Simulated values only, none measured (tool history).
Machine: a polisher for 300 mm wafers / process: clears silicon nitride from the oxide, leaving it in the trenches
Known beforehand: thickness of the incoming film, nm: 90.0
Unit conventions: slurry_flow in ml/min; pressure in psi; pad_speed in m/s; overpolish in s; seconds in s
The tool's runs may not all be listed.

{"run": 1, "hour": 0.0, "slurry_flow": 155, "pressure": 2.4, "pad_speed": 1.1, "overpolish": 8, "seconds": 109.57}
{"run": 2, "hour": 2.1, "slurry_flow": 155, "pressure": 2.4, "pad_speed": 1.1, "overpolish": 8, "seconds": 107.88}
{"run": 3, "hour": 5.9, "slurry_flow": 155, "pressure": 2.4, "pad_speed": 1.22, "overpolish": 8, "seconds": 97.941}
{"run": 4, "hour": 12.1, "slurry_flow": 155, "pressure": 2.3, "pad_speed": 1.22, "overpolish": 8, "seconds": 103.72}
{"run": 5, "hour": 18.8, "slurry_flow": 155, "pressure": 2.5, "pad_speed": 1.22, "overpolish": 8, "seconds": 93.889}
{"run": 6, "hour": 20.3, "slurry_flow": 190, "pressure": 2.5, "pad_speed": 1.22, "overpolish": 8, "seconds": 92.028}
{"run": 7, "hour": 24.4, "slurry_flow": 190, "pressure": 2.4, "pad_speed": 1.22, "overpolish": 8, "seconds": 94.635}
{"run": 8, "hour": 25.5, "slurry_flow": 185, "pressure": 2.3, "pad_speed": 1.22, "overpolish": 8, "seconds": 101.58}
{"run": 9, "hour": 34.4, "slurry_flow": 185, "pressure": 2.2, "pad_speed": 1.22, "overpolish": 8, "seconds": 105.17}
{"run": 10, "hour": 42.1, "slurry_flow": 185, "pressure": 2.1, "pad_speed": 1.22, "overpolish": 8, "seconds": 109.48}
{"run": 11, "hour": 46.7, "slurry_flow": 185, "pressure": 2, "pad_speed": 1.22, "overpolish": 8, "seconds": 116.08}
{"run": 12, "hour": 52.4, "slurry_flow": 185, "pressure": 1.9, "pad_speed": 1.22, "overpolish": 8, "seconds": 119.74}
{"run": 13, "hour": 56.3, "slurry_flow": 185, "pressure": 1.8, "pad_speed": 1.22, "overpolish": 8, "seconds": 127.43}

Forecast run 14:
{"run": 14, "hour": 57.0, "slurry_flow": 180, "pressure": 1.7, "pad_speed": 1.22, "overpolish": 8, "seconds": "?"}

{"run 14": {"seconds": 133.49}}

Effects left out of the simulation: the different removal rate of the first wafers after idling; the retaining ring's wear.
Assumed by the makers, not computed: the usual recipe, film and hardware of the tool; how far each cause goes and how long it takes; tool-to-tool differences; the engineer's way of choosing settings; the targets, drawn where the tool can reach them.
